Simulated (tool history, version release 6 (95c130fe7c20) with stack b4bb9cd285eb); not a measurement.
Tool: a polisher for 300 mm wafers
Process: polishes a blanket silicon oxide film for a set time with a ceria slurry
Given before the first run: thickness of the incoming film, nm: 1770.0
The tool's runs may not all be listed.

run	hour	flow of slurry (ml/min)	pressure of the wafer on the pad (psi)	speed of the pad under the wafer (cm/s)	polishing time (s)	film removed (nm)
1	0.0	240	3.5	136	42	323.10
2	3.9	240	3.2	134	42	292.29
3	6.8	240	2.5	134	42	237.97
4	10.2	285	2.5	134	42	238.57
5	15.5	285	2.4	132	42	229.58
6	23.7	285	2.3	130	42	215.92
7	32.4	285	2.2	128	42	208.32
8	40.5	285	2.1	126	42	196.45
9	41.9	285	2.0	126	42	189.71
10	50.8	285	1.9	126	42	178.96
11	52.1	280	1.9	126	42	180.82
12	57.9	275	1.9	126	42	179.58
13	64.4	250	1.6	124	42	154.72
14	65.0	255	1.6	124	42	153.86
15	66.8	260	1.6	124	42	153.76
16	70.9	265	1.6	124	42	154.98
17	75.2	270	1.6	124	42	154.73

Predict the results of run 18:
18	79.7	275	1.6	124	42	?

{"run 18": {"film removed (nm)": 155.54}}

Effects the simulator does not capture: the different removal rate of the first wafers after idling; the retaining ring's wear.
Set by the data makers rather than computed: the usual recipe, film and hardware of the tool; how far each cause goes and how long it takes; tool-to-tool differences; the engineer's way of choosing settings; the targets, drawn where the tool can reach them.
